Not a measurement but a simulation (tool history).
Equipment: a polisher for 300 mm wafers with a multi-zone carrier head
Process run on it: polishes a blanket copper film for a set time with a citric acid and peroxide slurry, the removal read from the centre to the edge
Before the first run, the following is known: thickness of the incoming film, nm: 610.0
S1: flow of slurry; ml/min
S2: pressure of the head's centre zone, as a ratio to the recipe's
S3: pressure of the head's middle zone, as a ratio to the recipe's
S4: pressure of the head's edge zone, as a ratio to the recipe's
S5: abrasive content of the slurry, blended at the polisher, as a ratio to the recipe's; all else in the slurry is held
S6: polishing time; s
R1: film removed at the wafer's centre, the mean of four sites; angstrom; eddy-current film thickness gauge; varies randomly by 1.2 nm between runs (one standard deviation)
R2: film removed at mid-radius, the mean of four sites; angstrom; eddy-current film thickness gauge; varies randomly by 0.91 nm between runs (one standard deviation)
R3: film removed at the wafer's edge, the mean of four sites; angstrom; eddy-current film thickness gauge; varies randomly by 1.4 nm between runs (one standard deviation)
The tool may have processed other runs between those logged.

Run 1, hour 0: S1 200 ml/min, S2 1, S3 1, S4 1, S5 1, S6 47 s. Result: R1 1276.1 angstrom, R2 1122.8 angstrom, R3 1097.1 angstrom.
Run 2, hour 2.4: S1 200 ml/min, S2 1, S3 1, S4 1, S5 1, S6 52 s. Result: R1 1401 angstrom, R2 1264 angstrom, R3 1224.3 angstrom.
Run 3, hour 3.3: S1 200 ml/min, S2 1, S3 1, S4 0.96, S5 1, S6 52 s. Result: R1 1394 angstrom, R2 1250.5 angstrom, R3 1231 angstrom.
Run 4, hour 7.4: S1 240 ml/min, S2 1, S3 1, S4 0.96, S5 1, S6 52 s. Result: R1 1444.8 angstrom, R2 1273.6 angstrom, R3 1226.8 angstrom.
Run 5, hour 11.7: S1 240 ml/min, S2 1, S3 1, S4 0.96, S5 1.15, S6 52 s. Result: R1 1495 angstrom, R2 1319.3 angstrom, R3 1244.8 angstrom.
Run 6, hour 12.6: S1 220 ml/min, S2 1, S3 0.95, S4 0.97, S5 1.15, S6 52 s. Result: R1 1455.4 angstrom, R2 1250.3 angstrom, R3 1263.6 angstrom.
Run 7, hour 19.7: S1 215 ml/min, S2 1.01, S3 0.92, S4 0.97, S5 1.15, S6 52 s. Result: R1 1476.8 angstrom, R2 1215.5 angstrom, R3 1263 angstrom.

Predict the results of run 8:
Run 8, hour 22.2: S1 205 ml/min, S2 1.01, S3 0.9, S4 0.97, S5 1.15, S6 52 s. Result: R1 ?, R2 ?, R3 ?.

{"run 8": {"R1": 1469.6, "R2": 1185.4, "R3": 1264.3}}

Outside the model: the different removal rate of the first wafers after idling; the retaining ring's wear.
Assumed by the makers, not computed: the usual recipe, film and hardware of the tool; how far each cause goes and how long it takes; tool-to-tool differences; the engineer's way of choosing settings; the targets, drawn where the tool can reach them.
